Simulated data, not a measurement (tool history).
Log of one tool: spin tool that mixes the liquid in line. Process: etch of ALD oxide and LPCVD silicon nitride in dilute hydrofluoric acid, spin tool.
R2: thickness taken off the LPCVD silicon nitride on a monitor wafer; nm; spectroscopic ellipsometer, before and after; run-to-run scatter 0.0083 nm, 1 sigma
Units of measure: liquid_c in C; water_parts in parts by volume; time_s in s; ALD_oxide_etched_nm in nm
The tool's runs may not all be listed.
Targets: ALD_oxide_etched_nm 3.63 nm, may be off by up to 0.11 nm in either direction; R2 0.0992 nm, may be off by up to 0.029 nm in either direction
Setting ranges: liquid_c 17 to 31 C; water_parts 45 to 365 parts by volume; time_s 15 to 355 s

Run 1, hour 0: liquid_c 23 C, water_parts 205 parts by volume, time_s 180 s. Result: ALD_oxide_etched_nm 14.989 nm, R2 0.38999 nm.
Run 2, hour 4.4: liquid_c 23 C, water_parts 260 parts by volume, time_s 180 s. Result: ALD_oxide_etched_nm 11.151 nm, R2 0.31413 nm.
Run 3, hour 5: liquid_c 23 C, water_parts 260 parts by volume, time_s 230 s. Result: ALD_oxide_etched_nm 14.259 nm, R2 0.46187 nm.
Run 4, hour 12.7: liquid_c 23 C, water_parts 260 parts by volume, time_s 265 s. Result: ALD_oxide_etched_nm 16.494 nm, R2 0.39061 nm.
Run 5, hour 17.1: liquid_c 21.5 C, water_parts 290 parts by volume, time_s 225 s. Result: ALD_oxide_etched_nm 11.508 nm, R2 0.30864 nm.
Run 6, hour 19.1: liquid_c 18 C, water_parts 290 parts by volume, time_s 225 s. Result: ALD_oxide_etched_nm 10.129 nm, R2 0.28555 nm.
Run 7, hour 26.5: liquid_c 17.5 C, water_parts 310 parts by volume, time_s 190 s. Result: ALD_oxide_etched_nm 7.7337 nm, R2 0.19262 nm.
Run 8, hour 31.1: liquid_c 17.5 C, water_parts 325 parts by volume, time_s 165 s. Result: ALD_oxide_etched_nm 6.346 nm, R2 0.16419 nm.
Run 9, hour 31.6: liquid_c 17.5 C, water_parts 335 parts by volume, time_s 145 s. Result: ALD_oxide_etched_nm 5.3456 nm, R2 0.14777 nm.
Run 10, hour 32.8: liquid_c 17.5 C, water_parts 345 parts by volume, time_s 135 s. Result: ALD_oxide_etched_nm 4.7959 nm, R2 0.10806 nm.
Run 11, hour 37.7: liquid_c 18 C, water_parts 365 parts by volume, time_s 100 s. Result: ALD_oxide_etched_nm 3.3501 nm, R2 0.090799 nm.
Run 12, hour 38.7: liquid_c 18 C, water_parts 360 parts by volume, time_s 100 s. Result: ALD_oxide_etched_nm 3.4147 nm, R2 0.092249 nm.

Of the 4 settings listed for the next run, only one would bring every result within its allowed miss of target. Which one?
Run A, hour 39.7: liquid_c 18 C, water_parts 365 parts by volume, time_s 95 s. Result: ALD_oxide_etched_nm ?, R2 ?.
Run B, hour 39.7: liquid_c 18.5 C, water_parts 355 parts by volume, time_s 85 s. Result: ALD_oxide_etched_nm ?, R2 ?.
Run C, hour 39.7: liquid_c 19 C, water_parts 340 parts by volume, time_s 95 s. Result: ALD_oxide_etched_nm ?, R2 ?.
Run D, hour 39.7: liquid_c 17.5 C, water_parts 365 parts by volume, time_s 100 s. Result: ALD_oxide_etched_nm ?, R2 ?.

move  ALD_oxide_etched_nm        R2
   A               3.1948  0.092937
   B               3.0173  0.088141
   C               3.6306   0.10597
   D               3.3023  0.094758
A: its largest miss is bigger than the last run's
B: its largest miss is bigger than the last run's
C: all results in spec
D: its largest miss is bigger than the last run's
C is the move that brings every result within its allowed miss.
